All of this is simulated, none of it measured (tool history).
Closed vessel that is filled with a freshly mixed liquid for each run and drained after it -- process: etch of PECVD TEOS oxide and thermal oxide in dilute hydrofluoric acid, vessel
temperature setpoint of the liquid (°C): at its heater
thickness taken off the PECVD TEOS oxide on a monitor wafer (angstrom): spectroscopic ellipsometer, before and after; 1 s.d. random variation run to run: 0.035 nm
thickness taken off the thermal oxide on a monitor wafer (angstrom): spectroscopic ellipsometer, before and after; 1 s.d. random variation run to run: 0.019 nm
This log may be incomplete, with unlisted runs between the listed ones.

| run | day | temperature setpoint of the liquid (°C) | parts of water to one part of 49 % hydrofluoric acid (parts by volume) | time in the liquid (s) | thickness taken off the PECVD TEOS oxide on a monitor wafer (angstrom) | thickness taken off the thermal oxide on a monitor wafer (angstrom) |
|---|---|---|---|---|---|---|
| 1 | 0 | 22 | 120 | 60 | 109.73 | 20.847 |
| 2 | 0.238 | 25.5 | 120 | 60 | 127.12 | 24.46 |
| 3 | 0.304 | 23 | 130 | 60 | 104.82 | 19.967 |
| 4 | 0.379 | 21.5 | 135 | 60 | 94.868 | 18.007 |
| 5 | 0.483 | 20.5 | 140 | 60 | 87.197 | 16.765 |
| 6 | 0.792 | 20.5 | 125 | 60 | 100.45 | 18.895 |

Run 7, settings as shown, results not yet in. Your forecast:
| 7 | 1.042 | 19.5 | 135 | 60 | ? | ? |

thickness taken off the PECVD TEOS oxide on a monitor wafer (angstrom): 87.586
thickness taken off the thermal oxide on a monitor wafer (angstrom): 16.13

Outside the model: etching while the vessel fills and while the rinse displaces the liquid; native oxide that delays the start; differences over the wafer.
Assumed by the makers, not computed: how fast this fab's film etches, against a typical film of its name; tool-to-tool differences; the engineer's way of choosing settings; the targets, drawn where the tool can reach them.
